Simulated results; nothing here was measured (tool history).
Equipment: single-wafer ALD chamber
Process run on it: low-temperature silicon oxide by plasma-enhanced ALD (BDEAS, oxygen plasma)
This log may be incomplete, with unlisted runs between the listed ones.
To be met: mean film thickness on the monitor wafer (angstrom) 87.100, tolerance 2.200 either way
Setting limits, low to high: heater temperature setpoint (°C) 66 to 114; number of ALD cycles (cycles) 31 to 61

| run | hour | heater temperature setpoint (°C) | number of ALD cycles (cycles) | mean film thickness on the monitor wafer (angstrom) |
|---|---|---|---|---|
| 1 | 0.0 | 90 | 46 | 71.219 |
| 2 | 7.0 | 90 | 43 | 66.351 |
| 3 | 10.4 | 95 | 43 | 65.327 |
| 4 | 13.4 | 92 | 46 | 70.752 |
| 5 | 21.3 | 100 | 46 | 68.756 |
| 6 | 22.1 | 96 | 48 | 72.776 |
|  | 26.0 | thermocouple changed; heater temperature recalibrated |
| 7 | 26.0 | 93 | 50 | 75.643 |
| 8 | 30.2 | 91 | 52 | 78.796 |

5 next moves are on the table. One of them brings every result within its allowed miss. Which?
| A | 34.4 | 101 | 49 | ? |
| B | 34.4 | 85 | 45 | ? |
| C | 34.4 | 82 | 48 | ? |
| D | 34.4 | 98 | 58 | ? |
| E | 34.4 | 92 | 55 | ? |

| move | mean film thickness on the monitor wafer (angstrom) |
|---|---|
| A | 72.119 |
| B | 69.595 |
| C | 74.907 |
| D | 86.179 |
| E | 83.262 |
A: misses by more than the last run did
B: misses by more than the last run did
C: misses by more than the last run did
D: all results in spec
E: nearer than the last run, and not there yet
Go with D: it meets all targets.
